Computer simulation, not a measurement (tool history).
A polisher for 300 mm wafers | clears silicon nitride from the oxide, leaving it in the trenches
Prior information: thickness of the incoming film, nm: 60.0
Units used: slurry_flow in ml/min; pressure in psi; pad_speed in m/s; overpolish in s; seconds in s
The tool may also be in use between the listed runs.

Run 1, day 0: slurry_flow 185 ml/min, pressure 3.1 psi, pad_speed 0.78 m/s, overpolish 29 s. Result: seconds 68.153 s.
Run 2, day 0.267: slurry_flow 185 ml/min, pressure 3.4 psi, pad_speed 0.78 m/s, overpolish 29 s. Result: seconds 62.157 s.
Run 3, day 0.471: slurry_flow 185 ml/min, pressure 3.3 psi, pad_speed 0.78 m/s, overpolish 29 s. Result: seconds 64.355 s.
Run 4, day 0.788: slurry_flow 185 ml/min, pressure 3.3 psi, pad_speed 0.78 m/s, overpolish 32 s. Result: seconds 64.402 s.
Run 5, day 1.162: slurry_flow 215 ml/min, pressure 3.3 psi, pad_speed 0.78 m/s, overpolish 32 s. Result: seconds 61.245 s.
Run 6, day 1.396: slurry_flow 210 ml/min, pressure 3.2 psi, pad_speed 0.78 m/s, overpolish 32 s. Result: seconds 66.321 s.
Run 7, day 1.629: slurry_flow 210 ml/min, pressure 3.1 psi, pad_speed 0.78 m/s, overpolish 32 s. Result: seconds 68.196 s.
Run 8, day 1.875: slurry_flow 210 ml/min, pressure 3 psi, pad_speed 0.78 m/s, overpolish 32 s. Result: seconds 68.874 s.

Run 9 is up next; what results do you expect?
Run 9, day 2.021: slurry_flow 210 ml/min, pressure 3 psi, pad_speed 0.78 m/s, overpolish 32 s. Result: seconds ?.

seconds: 67.654 s
